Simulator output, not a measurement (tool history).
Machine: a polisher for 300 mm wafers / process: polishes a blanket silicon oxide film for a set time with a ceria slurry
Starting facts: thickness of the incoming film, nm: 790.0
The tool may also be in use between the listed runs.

| run | hour | flow of slurry (ml/min) | pressure of the wafer on the pad (psi) | speed of the pad under the wafer (m/s) | polishing time (s) | film removed (nm) |
|---|---|---|---|---|---|---|
| 1 | 0.0 | 270 | 3.0 | 1.32 | 67 | 444.77 |
| 2 | 1.9 | 295 | 3.0 | 1.32 | 67 | 451.43 |
| 3 | 7.0 | 295 | 2.8 | 1.30 | 67 | 404.12 |
| 4 | 7.6 | 295 | 2.7 | 1.30 | 67 | 397.41 |
| 5 | 10.5 | 295 | 2.6 | 1.30 | 67 | 367.66 |
| 6 | 12.6 | 295 | 2.5 | 1.30 | 67 | 370.00 |

Run 7 comes next. What will it give?
| 7 | 15.7 | 295 | 2.0 | 1.26 | 67 | ? |

film removed (nm): 291.78
